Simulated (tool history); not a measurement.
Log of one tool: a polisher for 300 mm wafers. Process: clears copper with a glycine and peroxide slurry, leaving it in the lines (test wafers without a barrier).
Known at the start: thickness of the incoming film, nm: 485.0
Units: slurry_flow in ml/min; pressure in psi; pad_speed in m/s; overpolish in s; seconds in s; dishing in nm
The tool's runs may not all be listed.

run,hour,slurry_flow,pressure,pad_speed,overpolish,seconds,dishing
1,0.0,140,2.1,0.80,15,118.450,42.685
2,2.5,140,1.8,0.80,15,132.460,38.005
3,4.1,140,1.8,0.80,21,132.030,51.612
4,10.4,145,2.2,0.84,21,111.350,60.855
5,13.9,150,2.5,0.90,21,91.809,68.926
6,17.5,150,2.7,0.92,22,88.321,77.067
7,21.8,155,2.9,0.94,22,79.472,83.538
8,27.3,160,3.0,0.96,22,74.971,84.649
9,30.6,160,3.1,0.98,23,71.665,93.866

Run 10 comes next. What will it give?
10,32.8,165,3.2,1.00,23,?,?

{"run 10": {"seconds": 70.305, "dishing": 96.012}}

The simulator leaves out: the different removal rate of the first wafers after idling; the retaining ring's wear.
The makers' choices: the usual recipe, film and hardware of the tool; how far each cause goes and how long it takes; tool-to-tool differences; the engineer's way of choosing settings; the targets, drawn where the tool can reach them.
